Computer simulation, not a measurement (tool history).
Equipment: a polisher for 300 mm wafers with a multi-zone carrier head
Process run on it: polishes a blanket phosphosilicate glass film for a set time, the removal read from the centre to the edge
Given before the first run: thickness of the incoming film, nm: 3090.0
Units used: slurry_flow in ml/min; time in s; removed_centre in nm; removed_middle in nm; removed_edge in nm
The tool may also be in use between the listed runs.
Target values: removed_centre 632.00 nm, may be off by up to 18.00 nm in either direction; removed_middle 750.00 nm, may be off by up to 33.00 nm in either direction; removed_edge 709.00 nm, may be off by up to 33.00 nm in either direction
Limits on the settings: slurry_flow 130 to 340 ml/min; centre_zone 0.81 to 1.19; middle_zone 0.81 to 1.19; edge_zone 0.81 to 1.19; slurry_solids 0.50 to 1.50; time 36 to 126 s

run  hour  slurry_flow  centre_zone  middle_zone  edge_zone  slurry_solids  time  removed_centre  removed_middle  removed_edge
  1   0.0          220         1.00         1.00       1.00           1.00    81          702.29          699.28        699.96
  2   1.4          215         0.99         1.01       1.00           1.00    81          697.06          700.42        705.48
  3   8.7          195         0.99         1.01       1.00           1.00    81          685.46          666.26        684.63
  4  10.6          200         0.98         1.02       1.00           1.00    81          685.62          688.32        711.00
     13.6  -- worn pad replaced by a new one
  5  13.6          200         0.98         1.02       1.07           1.00    81          760.16          792.56        810.89
  6  19.6          200         0.98         1.02       1.07           1.00   101          953.33          977.23       1008.80
  7  21.2          205         0.96         1.02       1.05           1.00   101          937.56          961.49       1003.40
  8  28.6          210         0.95         1.03       1.03           0.95   101          915.48          946.51        962.45
  9  32.4          210         0.95         1.03       1.03           0.95   101          897.88          964.21        961.86
 10  36.3          210         0.94         1.02       1.01           0.90   101          878.22          926.43        951.92
 11  45.3          210         0.93         1.03       0.99           0.85   100          837.96          891.75        903.93
 12  52.1          215         0.92         1.03       0.97           0.80   100          818.38          880.93        855.58
 13  57.3          210         0.91         1.03       0.96           0.75   100          761.47          844.23        847.28
 14  63.2          210         0.90         1.03       0.95           0.75   100          753.83          862.46        807.49

Pick the move, out of 4, that brings all results within their allowed miss; only one does.
  A  69.1          160         0.82         1.00       1.04           0.50   103               ?               ?             ?
  B  69.1          330         0.87         1.07       1.00           0.80    79               ?               ?             ?
  C  69.1          245         1.04         1.06       0.96           0.75   102               ?               ?             ?
  D  69.1          195         1.12         0.85       1.19           0.75   107               ?               ?             ?

move  removed_centre  removed_middle  removed_edge
   A          560.65          654.51        690.21
   B          639.16          740.61        708.83
   C          917.46          892.73        851.03
   D         1002.40          758.27        977.64
A: carries the result that was furthest off beyond its target, to the other side
B: all results land within tolerance of their targets
C: moves away from the targets compared with the last run
D: moves away from the targets compared with the last run
B meets every target.

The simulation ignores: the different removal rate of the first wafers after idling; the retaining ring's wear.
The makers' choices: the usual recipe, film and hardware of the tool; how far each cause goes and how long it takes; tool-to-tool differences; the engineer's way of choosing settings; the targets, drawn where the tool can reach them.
